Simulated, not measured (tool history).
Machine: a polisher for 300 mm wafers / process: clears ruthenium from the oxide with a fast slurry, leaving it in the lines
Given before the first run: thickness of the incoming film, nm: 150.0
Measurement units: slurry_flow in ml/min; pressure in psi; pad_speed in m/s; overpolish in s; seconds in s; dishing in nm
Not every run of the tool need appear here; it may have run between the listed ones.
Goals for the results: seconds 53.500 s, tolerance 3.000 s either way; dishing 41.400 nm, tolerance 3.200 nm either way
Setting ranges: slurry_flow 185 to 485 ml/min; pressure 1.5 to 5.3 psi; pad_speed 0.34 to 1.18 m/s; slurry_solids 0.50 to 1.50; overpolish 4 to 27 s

run 1 hour=0.0 | slurry_flow=310 pressure=3.4 pad_speed=0.76 slurry_solids=1.00 overpolish=14 | seconds=36.432 dishing=45.264
run 2 hour=5.1 | slurry_flow=270 pressure=3.4 pad_speed=0.76 slurry_solids=1.00 overpolish=14 | seconds=37.163 dishing=45.859
run 3 hour=5.7 | slurry_flow=270 pressure=3.4 pad_speed=0.76 slurry_solids=0.90 overpolish=14 | seconds=37.809 dishing=42.962
run 4 hour=7.4 | slurry_flow=270 pressure=3.4 pad_speed=0.76 slurry_solids=0.90 overpolish=11 | seconds=39.423 dishing=34.068
run 5 hour=13.4 | slurry_flow=195 pressure=3.4 pad_speed=0.76 slurry_solids=0.90 overpolish=11 | seconds=40.164 dishing=32.307
run 6 hour=14.1 | slurry_flow=200 pressure=3.1 pad_speed=0.76 slurry_solids=0.95 overpolish=13 | seconds=41.890 dishing=37.695
run 7 hour=15.5 | slurry_flow=200 pressure=2.8 pad_speed=0.76 slurry_solids=0.95 overpolish=14 | seconds=45.815 dishing=37.591
run 8 hour=16.5 | slurry_flow=200 pressure=2.6 pad_speed=0.76 slurry_solids=0.95 overpolish=15 | seconds=48.811 dishing=37.618

Which one of the following 5 next-run settings gets every result inside its allowed miss? There is exactly one.
run A hour=17.5 | slurry_flow=240 pressure=3.0 pad_speed=0.82 slurry_solids=0.95 overpolish=11 | seconds=? dishing=?
run B hour=17.5 | slurry_flow=255 pressure=2.9 pad_speed=0.70 slurry_solids=1.05 overpolish=16 | seconds=? dishing=?
run C hour=17.5 | slurry_flow=225 pressure=2.4 pad_speed=0.84 slurry_solids=0.90 overpolish=17 | seconds=? dishing=?
run D hour=17.5 | slurry_flow=215 pressure=2.6 pad_speed=0.78 slurry_solids=0.90 overpolish=14 | seconds=? dishing=?
run E hour=17.5 | slurry_flow=235 pressure=2.4 pad_speed=0.74 slurry_solids=0.85 overpolish=19 | seconds=? dishing=?

move=A seconds=38.662 dishing=33.465
move=B seconds=43.985 dishing=41.984
move=C seconds=46.089 dishing=42.520
move=D seconds=47.018 dishing=34.911
move=E seconds=53.173 dishing=41.304
A: lands further from the targets than the last run did
B: lands further from the targets than the last run did
C: lands further from the targets than the last run did
D: lands further from the targets than the last run did
E: every result within its allowed miss
Go with E: it meets all targets.
